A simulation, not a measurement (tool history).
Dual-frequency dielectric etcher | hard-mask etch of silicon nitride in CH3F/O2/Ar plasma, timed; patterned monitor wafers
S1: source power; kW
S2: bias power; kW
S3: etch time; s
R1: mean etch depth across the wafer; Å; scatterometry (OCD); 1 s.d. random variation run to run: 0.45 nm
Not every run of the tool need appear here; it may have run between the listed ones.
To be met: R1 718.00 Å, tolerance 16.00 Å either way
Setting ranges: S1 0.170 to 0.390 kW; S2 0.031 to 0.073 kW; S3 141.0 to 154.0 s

run	hour	S1	S2	S3	R1
1	0.0	0.280	0.052	154.0	842.82
2	6.0	0.260	0.051	153.5	809.92
3	6.7	0.250	0.050	153.5	796.61
4	11.5	0.280	0.050	153.5	829.40
# hour 17.4: bias power generator calibrated
5	17.4	0.280	0.044	153.5	794.48
6	24.4	0.280	0.044	154.0	796.31
7	27.3	0.270	0.043	154.0	783.91
8	29.5	0.260	0.042	154.0	771.04
9	35.9	0.250	0.042	154.0	761.50
10	38.8	0.240	0.042	154.0	740.88
11	46.7	0.230	0.042	154.0	728.21

Pick the move, out of 4, that brings all results within their allowed miss; only one does.
A	54.6	0.240	0.046	152.0	?
B	54.6	0.240	0.038	146.0	?
C	54.6	0.300	0.034	146.0	?
D	54.6	0.280	0.040	147.5	?

move	R1
A	755.13
B	689.65
C	723.12
D	742.89
A: lands further from the targets than the last run did
B: carries the result that was furthest off beyond its target, to the other side
C: every result within its allowed miss
D: lands further from the targets than the last run did
C meets every target.
